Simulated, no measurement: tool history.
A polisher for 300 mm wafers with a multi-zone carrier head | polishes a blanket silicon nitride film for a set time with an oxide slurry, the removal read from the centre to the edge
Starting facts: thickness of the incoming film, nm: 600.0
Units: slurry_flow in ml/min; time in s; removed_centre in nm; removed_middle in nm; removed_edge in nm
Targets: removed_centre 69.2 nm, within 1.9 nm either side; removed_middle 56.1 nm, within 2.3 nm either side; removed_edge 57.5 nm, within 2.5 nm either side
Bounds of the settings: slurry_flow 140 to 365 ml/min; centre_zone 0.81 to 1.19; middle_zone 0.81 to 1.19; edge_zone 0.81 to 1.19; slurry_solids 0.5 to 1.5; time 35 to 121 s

run,hour,slurry_flow,centre_zone,middle_zone,edge_zone,slurry_solids,time,removed_centre,removed_middle,removed_edge
1,0,235,1,1,1,1,78,53.17,51.712,49.563
2,6,245,1.03,1,1.03,1.05,78,56.449,53.03,51.708
3,12.4,245,1.03,1,1.07,1.05,78,55.785,53.164,54.552
4,16.3,255,1.06,1,1.07,1.05,78,57.331,52.88,53.736
5,20.5,260,1.09,1,1.07,1.1,78,60.474,55.765,56.357
6,22.8,260,1.09,1,1.07,1.1,91,71.587,64.018,63.653
7,31.6,255,1.09,0.98,1.05,1.1,91,71.542,63.893,63.292
8,40.6,250,1.09,0.95,1.03,1.1,91,70.582,61.972,62.084
9,45.7,245,1.1,0.93,1.02,1.1,91,71.681,59.668,60.721
10,48.8,240,1.1,0.92,1.01,1.1,91,71.177,60.448,61.667
11,56.5,240,1.1,0.91,1,1.1,91,70.761,60.497,62.219
12,62.7,235,1.11,0.9,0.99,1.1,91,72.626,59.753,61.819
13,69.2,235,1.11,0.89,0.98,1.1,91,71.535,58.485,60.634
14,72.5,235,1.11,0.88,0.97,1.1,91,71.872,57.485,60.237
15,80.7,235,1.1,0.88,0.96,1.1,91,70.632,59.489,60.598
16,89.4,235,1.1,0.88,0.96,1.1,91,70.815,58.045,59.837
17,95.8,235,1.1,0.87,0.95,1.1,91,70.271,57.094,59.583
18,103.4,235,1.1,0.87,0.94,1.1,91,70.717,57.54,60.743

Below are 4 possible settings for the next run. Only one of them brings all results inside the allowed miss of their targets. Which is it?
A,111,265,1.08,0.81,1,1.1,90,?,?,?
B,111,240,1.12,0.96,1.03,1.1,91,?,?,?
C,111,175,1.15,0.92,0.92,1.1,96,?,?,?
D,111,180,1.17,0.93,1.01,1,93,?,?,?

move,removed_centre,removed_middle,removed_edge
A,69.499,56.232,61.33
B,71.824,62.348,62.239
C,73.526,60.967,60.018
D,68.513,56.213,57.381
A: moves away from the targets compared with the last run
B: moves away from the targets compared with the last run
C: moves away from the targets compared with the last run
D: all results land within tolerance of their targets
D is the move that brings every result within its allowed miss.
